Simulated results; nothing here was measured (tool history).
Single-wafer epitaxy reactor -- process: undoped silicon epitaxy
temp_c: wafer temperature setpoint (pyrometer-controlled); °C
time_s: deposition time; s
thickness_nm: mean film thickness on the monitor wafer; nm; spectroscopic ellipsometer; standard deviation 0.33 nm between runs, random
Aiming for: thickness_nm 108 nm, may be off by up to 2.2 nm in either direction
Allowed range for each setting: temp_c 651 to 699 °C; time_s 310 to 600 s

run  hour  temp_c  time_s  thickness_nm
  1     0     675     455        140.69
  2   1.3     673     455        135.05
  3   6.1     673     480        141.79
  4   7.2     671     480        136.46
  5  13.4     669     480        131.37
  6  14.8     667     480        124.39
  7  23.3     666     480        121.76
  8  32.1     665     480        119.22
  9  39.5     664     480        117.32
 10  40.5     663     480        114.68

Which one of the following 4 next-run settings gets every result inside its allowed miss? There is exactly one.
  A  41.5     661     453             ?
  B  41.5     664     513             ?
  C  41.5     665     493             ?
  D  41.5     661     471             ?

move  thickness_nm
   A        102.76
   B        124.46
   C        122.31
   D        106.84
A: moves the result that the last run missed by most past its target, out the other side
B: its largest miss is bigger than the last run's
C: its largest miss is bigger than the last run's
D: each result inside its tolerance
D meets every target.
